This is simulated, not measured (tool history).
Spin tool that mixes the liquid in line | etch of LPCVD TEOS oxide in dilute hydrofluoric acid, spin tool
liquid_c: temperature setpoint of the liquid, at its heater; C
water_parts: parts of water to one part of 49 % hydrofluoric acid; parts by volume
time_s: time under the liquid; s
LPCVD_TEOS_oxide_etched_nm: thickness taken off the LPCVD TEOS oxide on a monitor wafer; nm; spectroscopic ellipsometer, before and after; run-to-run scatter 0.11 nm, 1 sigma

run  hour  liquid_c  water_parts  time_s  LPCVD_TEOS_oxide_etched_nm
  1   0.0      23.0          160      60                      12.604
  2   5.1      19.5          160      60                      11.018
  3   9.3      19.5          160      65                      11.914
  4  10.1      21.0          150      65                      13.629
  5  15.2      21.0          105      65                      20.526
  6  15.9      21.0          145      65                      14.150
  7  19.0      25.0           90      65                      28.646

Predict the results of run 8:
  8  19.6      25.5           90      65                           ?

LPCVD_TEOS_oxide_etched_nm: 29.276 nm
